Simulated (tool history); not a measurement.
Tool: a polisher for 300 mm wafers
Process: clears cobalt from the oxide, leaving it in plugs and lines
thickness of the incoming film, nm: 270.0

run	hour	flow of slurry (ml/min)	pressure of the wafer on the pad (psi)	speed of the pad under the wafer (cm/s)	overpolish time after the end point (s)	time until the end point was called (s)	dishing of a wide line in a test structure (angstrom)
1	0.0	245	2.5	80	27	65.142	568.15
2	8.1	245	2.5	72	27	72.532	523.17
3	10.2	245	2.9	74	25	61.411	567.17
4	18.1	250	3.2	78	21	52.009	529.12
5	24.2	250	3.4	80	22	47.065	526.03
6	27.6	280	3.4	80	22	47.553	574.53

Run 7 comes next. What will it give?
7	32.9	280	3.5	82	23	?	?

{"run 7": {"time until the end point was called (s)": 45.519, "dishing of a wide line in a test structure (angstrom)": 580.38}}
